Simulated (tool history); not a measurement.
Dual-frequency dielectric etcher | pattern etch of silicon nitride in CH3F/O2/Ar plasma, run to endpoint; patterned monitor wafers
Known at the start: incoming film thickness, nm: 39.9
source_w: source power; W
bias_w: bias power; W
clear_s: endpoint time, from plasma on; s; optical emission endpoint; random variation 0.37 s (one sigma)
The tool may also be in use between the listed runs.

run 1 hour=0.0 | source_w=340 bias_w=55 | clear_s=69.932
run 2 hour=6.5 | source_w=310 bias_w=50 | clear_s=75.595
run 3 hour=12.9 | source_w=310 bias_w=60 | clear_s=69.385
run 4 hour=18.2 | source_w=290 bias_w=55 | clear_s=74.307
run 5 hour=21.5 | source_w=270 bias_w=52 | clear_s=78.267
run 6 hour=28.8 | source_w=260 bias_w=50 | clear_s=81.052
run 7 hour=31.5 | source_w=250 bias_w=49 | clear_s=83.156
run 8 hour=32.3 | source_w=240 bias_w=48 | clear_s=85.023

Forecast run 9:
run 9 hour=39.8 | source_w=210 bias_w=43 | clear_s=?

Run 9 gave clear_s 95.163 s.

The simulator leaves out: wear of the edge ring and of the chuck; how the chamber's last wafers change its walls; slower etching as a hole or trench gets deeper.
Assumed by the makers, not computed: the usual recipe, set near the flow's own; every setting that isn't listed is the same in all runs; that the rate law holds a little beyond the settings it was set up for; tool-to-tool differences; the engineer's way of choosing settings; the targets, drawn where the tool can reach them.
